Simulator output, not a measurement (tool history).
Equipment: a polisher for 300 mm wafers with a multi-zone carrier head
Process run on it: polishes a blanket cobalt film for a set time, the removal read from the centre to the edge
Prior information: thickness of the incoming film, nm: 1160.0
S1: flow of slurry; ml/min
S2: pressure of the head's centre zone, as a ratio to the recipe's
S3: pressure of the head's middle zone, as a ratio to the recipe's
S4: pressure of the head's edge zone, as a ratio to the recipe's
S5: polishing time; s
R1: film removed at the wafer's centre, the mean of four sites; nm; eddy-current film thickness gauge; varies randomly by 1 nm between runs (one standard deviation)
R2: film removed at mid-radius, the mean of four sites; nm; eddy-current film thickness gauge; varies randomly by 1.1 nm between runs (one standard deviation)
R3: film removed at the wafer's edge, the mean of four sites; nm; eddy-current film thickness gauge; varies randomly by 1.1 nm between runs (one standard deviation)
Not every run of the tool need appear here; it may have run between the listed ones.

run 1 hour=0 | S1=130 S2=1 S3=1 S4=1 S5=33 | R1=164.25 R2=168.03 R3=169.3
run 2 hour=0.9 | S1=130 S2=0.92 S3=1 S4=1 S5=33 | R1=150.54 R2=174.64 R3=173.21
run 3 hour=5.2 | S1=120 S2=0.93 S3=0.99 S4=0.96 S5=29 | R1=131.89 R2=147.43 R3=142.33
run 4 hour=6.3 | S1=120 S2=0.87 S3=0.99 S4=0.96 S5=29 | R1=122.22 R2=144.03 R3=146.61
run 5 hour=7.7 | S1=95 S2=0.87 S3=0.99 S4=0.96 S5=29 | R1=113.93 R2=135.79 R3=139.05
run 6 hour=15 | S1=95 S2=0.88 S3=0.99 S4=0.94 S5=26 | R1=101.5 R2=123.96 R3=121.53
run 7 hour=23.5 | S1=95 S2=0.9 S3=0.97 S4=0.92 S5=24 | R1=95.629 R2=111.6 R3=109.87
run 8 hour=26.8 | S1=95 S2=0.92 S3=0.96 S4=0.9 S5=23 | R1=93.098 R2=105.15 R3=107.34
run 9 hour=31.9 | S1=95 S2=0.92 S3=0.96 S4=0.9 S5=23 | R1=95.745 R2=106.48 R3=106.19
run 10 hour=36.5 | S1=95 S2=0.93 S3=0.97 S4=0.88 S5=22 | R1=93.235 R2=101.57 R3=99.4
run 11 hour=38 | S1=95 S2=0.96 S3=1.02 S4=0.81 S5=16 | R1=68.388 R2=76.631 R3=71.478

Predict the results of run 12:
run 12 hour=38.6 | S1=105 S2=0.97 S3=1.02 S4=0.82 S5=16 | R1=? R2=? R3=?

Logged for run 12: R1 73.429 nm, R2 81.524 nm, R3 73.593 nm.
